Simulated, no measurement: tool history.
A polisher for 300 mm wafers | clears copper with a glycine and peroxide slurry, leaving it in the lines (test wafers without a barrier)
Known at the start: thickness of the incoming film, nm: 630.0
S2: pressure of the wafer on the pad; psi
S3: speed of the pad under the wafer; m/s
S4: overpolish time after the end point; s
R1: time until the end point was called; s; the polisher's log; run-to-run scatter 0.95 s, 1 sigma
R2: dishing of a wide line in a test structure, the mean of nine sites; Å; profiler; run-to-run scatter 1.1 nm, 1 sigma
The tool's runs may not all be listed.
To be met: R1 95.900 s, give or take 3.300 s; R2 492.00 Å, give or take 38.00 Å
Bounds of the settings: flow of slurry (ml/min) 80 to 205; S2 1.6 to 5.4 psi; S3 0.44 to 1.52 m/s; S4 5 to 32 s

run 1 hour=0.0 | flow_of_slurry_(ml/min)=135 S2=3.5 S3=0.98 S4=16 | R1=78.879 R2=618.10
run 2 hour=8.3 | flow_of_slurry_(ml/min)=135 S2=3.5 S3=0.98 S4=11 | R1=79.598 R2=493.54
run 3 hour=14.4 | flow_of_slurry_(ml/min)=130 S2=3.3 S3=0.98 S4=12 | R1=82.149 R2=512.57
run 4 hour=17.5 | flow_of_slurry_(ml/min)=130 S2=2.5 S3=0.98 S4=12 | R1=103.010 R2=440.93
run 5 hour=21.7 | flow_of_slurry_(ml/min)=130 S2=2.1 S3=0.98 S4=12 | R1=113.600 R2=387.35
run 6 hour=25.8 | flow_of_slurry_(ml/min)=135 S2=2.2 S3=0.98 S4=13 | R1=110.450 R2=439.44
run 7 hour=30.1 | flow_of_slurry_(ml/min)=170 S2=2.7 S3=1.00 S4=11 | R1=89.663 R2=461.14
run 8 hour=35.9 | flow_of_slurry_(ml/min)=165 S2=2.7 S3=1.00 S4=12 | R1=92.588 R2=481.98

Next run, 4 choices. One meets every target within its allowed miss, the rest don't. Which?
run A hour=41.7 | flow_of_slurry_(ml/min)=165 S2=2.8 S3=1.06 S4=11 | R1=? R2=?
run B hour=41.7 | flow_of_slurry_(ml/min)=125 S2=2.4 S3=1.12 S4=18 | R1=? R2=?
run C hour=41.7 | flow_of_slurry_(ml/min)=165 S2=1.8 S3=1.40 S4=13 | R1=? R2=?
run D hour=41.7 | flow_of_slurry_(ml/min)=150 S2=2.6 S3=0.98 S4=13 | R1=? R2=?

move=A R1=83.690 R2=460.71
move=B R1=94.482 R2=580.30
move=C R1=91.025 R2=477.41
move=D R1=95.859 R2=472.24
A: the biggest miss grows against the last run
B: meets the target for the result that was furthest off, but another lies outside its allowed miss
C: the biggest miss grows against the last run
D: all results land within tolerance of their targets
D meets every target.

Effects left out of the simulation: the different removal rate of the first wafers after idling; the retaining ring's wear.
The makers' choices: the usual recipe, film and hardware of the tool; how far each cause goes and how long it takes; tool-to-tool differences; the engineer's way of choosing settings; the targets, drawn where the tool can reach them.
